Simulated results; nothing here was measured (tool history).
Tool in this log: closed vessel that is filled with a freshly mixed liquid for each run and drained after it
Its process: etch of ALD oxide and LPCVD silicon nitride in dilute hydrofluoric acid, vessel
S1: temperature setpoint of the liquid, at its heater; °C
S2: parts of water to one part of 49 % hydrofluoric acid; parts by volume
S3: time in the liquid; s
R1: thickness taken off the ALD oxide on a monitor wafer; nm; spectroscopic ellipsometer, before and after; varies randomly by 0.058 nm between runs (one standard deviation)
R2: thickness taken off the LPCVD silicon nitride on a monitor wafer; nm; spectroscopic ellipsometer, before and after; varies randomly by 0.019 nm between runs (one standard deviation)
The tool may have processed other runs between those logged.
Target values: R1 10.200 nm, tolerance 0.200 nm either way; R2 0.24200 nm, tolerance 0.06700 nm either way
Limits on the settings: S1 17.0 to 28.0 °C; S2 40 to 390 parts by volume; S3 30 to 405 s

run  hour    S1   S2   S3      R1       R2
  1   0.0  20.0  215  205  17.832  0.41999
  2   3.9  19.0  240  205  15.126  0.31552
  3   5.1  19.0  185  205  20.670  0.36676
  4   9.3  19.0  185  125  12.576  0.23328
  5  12.7  19.0  200  125  11.530  0.24526
  6  15.8  19.0  205  125  11.171  0.21015
  7  22.1  19.0  210  125  10.830  0.20244
  8  25.7  19.5  215  125  10.760  0.20620
  9  26.4  19.5  220  125  10.394  0.23967

Which of these 5 next moves meets every target?
  A  27.1  23.5  210  100   ?   ?
  B  27.1  19.0  260  160   ?   ?
  C  27.1  20.0  245  145   ?   ?
  D  27.1  22.0  250  135   ?   ?
  E  27.1  22.0  235  130   ?   ?

move      R1       R2
   A  10.246  0.24170
   B  10.662  0.23528
   C  10.795  0.24094
   D  10.559  0.24997
   E  10.978  0.25575
A: all results land within tolerance of their targets
B: further off than the last run
C: further off than the last run
D: further off than the last run
E: further off than the last run
The move that meets every target is A.
